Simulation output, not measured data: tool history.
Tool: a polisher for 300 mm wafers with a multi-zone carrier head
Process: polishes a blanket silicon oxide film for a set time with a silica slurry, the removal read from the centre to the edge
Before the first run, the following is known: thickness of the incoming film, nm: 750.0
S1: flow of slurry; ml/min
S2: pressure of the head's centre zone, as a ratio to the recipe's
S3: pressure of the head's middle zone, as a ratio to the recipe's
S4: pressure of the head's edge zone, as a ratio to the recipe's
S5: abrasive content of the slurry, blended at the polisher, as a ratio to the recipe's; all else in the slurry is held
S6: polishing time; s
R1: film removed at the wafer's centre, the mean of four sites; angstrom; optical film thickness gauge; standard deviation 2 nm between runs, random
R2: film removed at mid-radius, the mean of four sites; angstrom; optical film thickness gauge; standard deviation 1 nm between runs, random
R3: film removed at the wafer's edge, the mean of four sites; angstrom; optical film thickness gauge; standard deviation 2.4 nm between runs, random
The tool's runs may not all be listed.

run	hour	S1	S2	S3	S4	S5	S6	R1	R2	R3
1	0.0	280	1.00	1.00	1.00	1.00	43	1108.5	1093.4	1138.1
2	1.1	280	1.00	1.00	0.94	1.00	43	1120.3	1086.7	1081.0
3	6.9	280	0.95	1.00	0.94	1.00	43	1054.3	1098.8	1114.8
4	11.1	290	0.99	1.01	0.98	1.10	44	1175.5	1185.4	1153.9
5	19.6	275	1.01	0.99	1.01	1.20	46	1321.7	1253.0	1334.0
6	25.1	275	1.01	0.99	1.08	1.20	46	1310.5	1264.3	1384.1
7	26.2	275	1.04	1.01	1.09	1.25	46	1395.8	1308.5	1430.0
8	29.0	285	1.07	1.03	1.10	1.30	46	1445.8	1371.8	1413.1
9	32.2	285	1.09	1.03	1.11	1.35	47	1564.3	1410.1	1494.5

Estimate the outcome of run 10 from the log above:
10	34.7	290	1.11	1.04	1.12	1.40	47	?	?	?

Logged for run 10: R1 1600.0 angstrom, R2 1447.5 angstrom, R3 1522.6 angstrom.

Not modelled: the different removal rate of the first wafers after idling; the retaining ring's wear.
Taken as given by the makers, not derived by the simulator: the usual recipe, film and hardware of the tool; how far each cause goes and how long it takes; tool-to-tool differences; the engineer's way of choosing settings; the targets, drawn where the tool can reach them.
